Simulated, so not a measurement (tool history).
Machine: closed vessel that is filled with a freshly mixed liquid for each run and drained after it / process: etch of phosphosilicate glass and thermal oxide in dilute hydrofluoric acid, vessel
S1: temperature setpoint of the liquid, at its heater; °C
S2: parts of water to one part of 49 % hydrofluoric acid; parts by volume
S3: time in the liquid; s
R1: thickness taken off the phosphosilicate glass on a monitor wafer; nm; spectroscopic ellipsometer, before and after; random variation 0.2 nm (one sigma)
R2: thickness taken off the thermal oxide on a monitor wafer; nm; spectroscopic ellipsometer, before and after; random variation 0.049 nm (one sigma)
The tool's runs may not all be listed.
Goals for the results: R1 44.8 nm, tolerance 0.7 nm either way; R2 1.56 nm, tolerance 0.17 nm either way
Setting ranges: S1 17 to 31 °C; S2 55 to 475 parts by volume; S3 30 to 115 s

run,hour,S1,S2,S3,R1,R2
1,0,23,265,60,24.978,0.87085
2,3.1,23,265,45,18.618,0.61763
3,9,25.5,225,45,24.964,0.88235
4,10.7,27,200,45,30.448,1.0656
5,13.3,28,185,45,35.053,1.233
6,17.4,28,115,45,60.663,2.1961
7,25,25,120,45,51.632,1.7814
8,33.8,23.5,120,45,48.735,1.6506
9,42.6,23,120,45,48.119,1.6689
10,48.6,22.5,120,45,46.856,1.6289
11,50.4,22,120,45,46.206,1.6046

Consider the 4 candidate settings below. Which is the only one whose results all fall within their allowed miss of target?
A,52.2,22,170,70,?,?
B,52.2,26,170,60,?,?
C,52.2,26,140,45,?,?
D,52.2,24,125,45,?,?

move,R1,R2
A,48.231,1.6019
B,48.072,1.5966
C,45.37,1.5069
D,47.919,1.5916
A: misses by more than the last run did
B: misses by more than the last run did
C: every result lands within tolerance
D: misses by more than the last run did
Move C is the one to make.
